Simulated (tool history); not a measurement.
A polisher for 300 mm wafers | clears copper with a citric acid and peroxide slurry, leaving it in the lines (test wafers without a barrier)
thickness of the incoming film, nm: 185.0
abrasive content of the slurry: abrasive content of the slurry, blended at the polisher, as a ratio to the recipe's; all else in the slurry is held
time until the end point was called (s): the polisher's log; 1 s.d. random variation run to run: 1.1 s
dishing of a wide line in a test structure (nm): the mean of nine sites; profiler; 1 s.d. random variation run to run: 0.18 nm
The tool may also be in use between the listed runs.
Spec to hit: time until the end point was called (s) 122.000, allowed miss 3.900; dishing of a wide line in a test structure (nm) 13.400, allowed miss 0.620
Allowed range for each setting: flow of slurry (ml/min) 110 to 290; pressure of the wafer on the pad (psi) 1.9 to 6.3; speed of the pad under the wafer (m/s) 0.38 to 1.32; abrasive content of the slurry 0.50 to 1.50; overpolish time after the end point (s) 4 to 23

run	hour	flow of slurry (ml/min)	pressure of the wafer on the pad (psi)	speed of the pad under the wafer (m/s)	abrasive content of the slurry	overpolish time after the end point (s)	time until the end point was called (s)	dishing of a wide line in a test structure (nm)
1	0.0	185	4.1	0.84	1.00	12	79.146	20.398
2	1.7	180	3.9	0.84	1.00	12	80.785	19.391
3	5.9	180	3.6	0.84	1.00	12	88.413	17.710
4	10.0	180	3.4	0.84	1.00	12	93.038	17.538
5	17.4	180	3.2	0.84	1.00	12	99.573	16.236
6	22.2	180	3.8	0.84	1.00	12	83.450	19.453
7	26.6	180	3.6	0.84	1.00	12	89.044	17.538
8	29.7	180	3.4	0.84	1.00	12	93.416	16.813
9	30.9	180	3.3	0.84	1.00	12	97.996	16.737
10	33.3	160	2.4	0.84	1.00	11	132.330	11.246
11	34.0	165	2.4	0.84	1.00	11	135.010	11.505
12	39.3	170	2.4	0.84	1.00	11	133.420	11.418
13	45.1	175	2.4	0.84	1.00	11	130.690	11.253
14	50.7	175	2.5	0.84	1.00	12	126.100	12.964

Pick the move, out of 5, that brings all results within their allowed miss; only one does.
A	56.3	130	4.1	0.52	1.10	14	?	?
B	56.3	195	2.6	0.76	1.25	12	?	?
C	56.3	160	2.5	0.96	1.00	11	?	?
D	56.3	175	2.4	1.00	1.00	11	?	?
E	56.3	155	2.8	0.86	1.05	11	?	?

move	time until the end point was called (s)	dishing of a wide line in a test structure (nm)
A	128.790	15.068
B	123.420	13.454
C	113.480	13.402
D	111.680	13.597
E	112.100	13.585
A: misses by more than the last run did
B: hits every target within its allowed miss
C: takes the result that was furthest off past its target
D: takes the result that was furthest off past its target
E: takes the result that was furthest off past its target
The move that meets every target is B.

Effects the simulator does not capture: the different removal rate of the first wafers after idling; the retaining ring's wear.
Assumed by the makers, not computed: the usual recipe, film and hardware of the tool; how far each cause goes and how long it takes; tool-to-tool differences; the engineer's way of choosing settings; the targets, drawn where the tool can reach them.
